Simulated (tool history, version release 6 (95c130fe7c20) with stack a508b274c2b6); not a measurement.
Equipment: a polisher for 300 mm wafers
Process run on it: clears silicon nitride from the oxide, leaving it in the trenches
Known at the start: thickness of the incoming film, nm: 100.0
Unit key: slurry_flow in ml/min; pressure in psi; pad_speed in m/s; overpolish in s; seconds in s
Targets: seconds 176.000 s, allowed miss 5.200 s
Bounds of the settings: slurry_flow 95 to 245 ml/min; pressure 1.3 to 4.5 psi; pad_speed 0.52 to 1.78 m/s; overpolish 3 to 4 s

run    day  slurry_flow  pressure  pad_speed  overpolish  seconds
  1  0.000          155       2.9       1.14           4   85.214
  2  0.242          140       2.9       1.14           4   87.335
  3  0.292          165       2.9       1.14           4   84.175
  4  0.579          165       2.9       0.94           4  100.620
  5  0.783          160       2.7       0.94           4  108.790
  6  0.929          155       2.5       0.94           4  116.340
  7  1.188          150       2.3       0.94           4  123.750
  8  1.379          145       2.1       0.94           4  134.510
  9  1.579          120       1.3       0.94           4  191.460
 10  1.775          125       1.3       0.94           4  190.290
 11  2.071          130       1.3       0.94           4  188.310
 12  2.204          130       1.3       0.94           4  190.330
 13  2.567          135       1.3       0.94           4  189.290

Pick the move, out of 5, that brings all results within their allowed miss; only one does.
  A  2.929          130       1.8       0.80           4        ?
  B  2.929          145       1.4       0.82           4        ?
  C  2.929          140       1.3       0.90           3        ?
  D  2.929          135       1.3       0.82           4        ?
  E  2.929          130       1.3       0.86           4        ?

move  seconds
   A  177.410
   B  202.720
   C  195.920
   D  215.620
   E  207.390
A: meets every target
B: moves away from the targets compared with the last run
C: moves away from the targets compared with the last run
D: moves away from the targets compared with the last run
E: moves away from the targets compared with the last run
Answer: A

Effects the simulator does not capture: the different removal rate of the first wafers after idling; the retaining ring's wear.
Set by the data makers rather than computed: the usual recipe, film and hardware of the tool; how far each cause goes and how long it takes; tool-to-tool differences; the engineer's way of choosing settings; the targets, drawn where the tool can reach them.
